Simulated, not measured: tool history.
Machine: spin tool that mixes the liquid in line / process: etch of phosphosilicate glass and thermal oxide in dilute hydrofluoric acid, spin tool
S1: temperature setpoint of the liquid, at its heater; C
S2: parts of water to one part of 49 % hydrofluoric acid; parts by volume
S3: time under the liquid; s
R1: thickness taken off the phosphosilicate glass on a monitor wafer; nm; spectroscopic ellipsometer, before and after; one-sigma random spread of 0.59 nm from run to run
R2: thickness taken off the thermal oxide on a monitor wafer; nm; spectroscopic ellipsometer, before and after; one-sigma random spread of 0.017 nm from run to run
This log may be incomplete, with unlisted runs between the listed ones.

run  hour    S1  S2  S3      R1      R2
  1     0    25  45  30  104.16   3.501
  2     7    24  45  30  100.76   3.354
  3  15.7    24  30  30  152.32  5.1844
  4    17    24  30  35  180.14  6.0694
  5  21.7    23  35  35  145.02  4.9095
  6  25.1    23  45  35  113.42   3.775
  7  28.6  22.5  45  35   110.4   3.712
  8  30.8    22  45  35   106.9   3.618
  9  36.8  21.5  45  35  105.19  3.4979
 10  43.5    21  45  35  103.52  3.4669

Estimate the outcome of run 11 from the log above:
 11  46.2  17  60  35   ?   ?

R1: 64.337 nm
R2: 2.1521 nm
